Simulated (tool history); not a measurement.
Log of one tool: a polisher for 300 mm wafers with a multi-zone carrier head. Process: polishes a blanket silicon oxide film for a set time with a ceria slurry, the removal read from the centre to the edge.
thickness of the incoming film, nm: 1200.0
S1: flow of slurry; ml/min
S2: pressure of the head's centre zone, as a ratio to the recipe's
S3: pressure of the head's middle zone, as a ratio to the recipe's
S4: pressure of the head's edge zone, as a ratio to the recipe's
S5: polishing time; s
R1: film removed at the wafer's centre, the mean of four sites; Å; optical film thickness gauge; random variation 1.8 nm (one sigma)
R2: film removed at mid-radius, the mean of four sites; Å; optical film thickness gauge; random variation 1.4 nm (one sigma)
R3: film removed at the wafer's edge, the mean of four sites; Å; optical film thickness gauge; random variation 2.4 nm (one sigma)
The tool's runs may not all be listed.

run	day	S1	S2	S3	S4	S5	R1	R2	R3
1	0.000	145	1.00	1.00	1.00	32	1082.5	1108.8	1203.0
2	0.375	155	1.04	1.01	1.04	34	1257.6	1199.4	1305.4
3	0.746	125	1.04	1.01	1.04	34	1157.1	1110.5	1263.5
4	0.850	145	1.04	1.01	1.07	35	1263.5	1208.1	1359.7
5	1.204	145	1.00	1.01	1.07	35	1208.2	1223.3	1338.1
6	1.512	145	1.00	1.01	1.02	35	1211.6	1213.6	1324.0

The next listed run, before its measurement:
7	1.804	160	1.01	1.00	1.05	36	?	?	?

{"run 7": {"R1": 1308.9, "R2": 1284.3, "R3": 1445.8}}

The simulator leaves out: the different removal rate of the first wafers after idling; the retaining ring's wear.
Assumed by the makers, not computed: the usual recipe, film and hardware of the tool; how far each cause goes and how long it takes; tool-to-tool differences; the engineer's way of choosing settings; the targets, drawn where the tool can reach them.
